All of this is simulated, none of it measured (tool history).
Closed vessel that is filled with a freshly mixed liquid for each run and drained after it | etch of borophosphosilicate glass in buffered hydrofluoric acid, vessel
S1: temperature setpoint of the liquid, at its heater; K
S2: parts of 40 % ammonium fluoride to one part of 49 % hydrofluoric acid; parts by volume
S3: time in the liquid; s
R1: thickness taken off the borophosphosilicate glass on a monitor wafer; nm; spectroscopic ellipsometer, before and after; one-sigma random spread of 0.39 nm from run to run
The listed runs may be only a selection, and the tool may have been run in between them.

run,day,S1,S2,S3,R1
1,0.000,297.15,13.5,90,125.13
2,0.267,297.15,13.5,95,131.63
3,0.288,297.15,13.5,95,132.13
4,0.662,297.15,13.5,90,123.96
5,0.971,299.65,13.5,90,143.24
6,1.033,298.65,13.5,90,135.09
7,1.196,294.65,14.0,90,105.44

Run 8 is up next; what results do you expect?
8,1.254,294.15,14.0,90,?

Run 8 produced R1 102.61 nm.
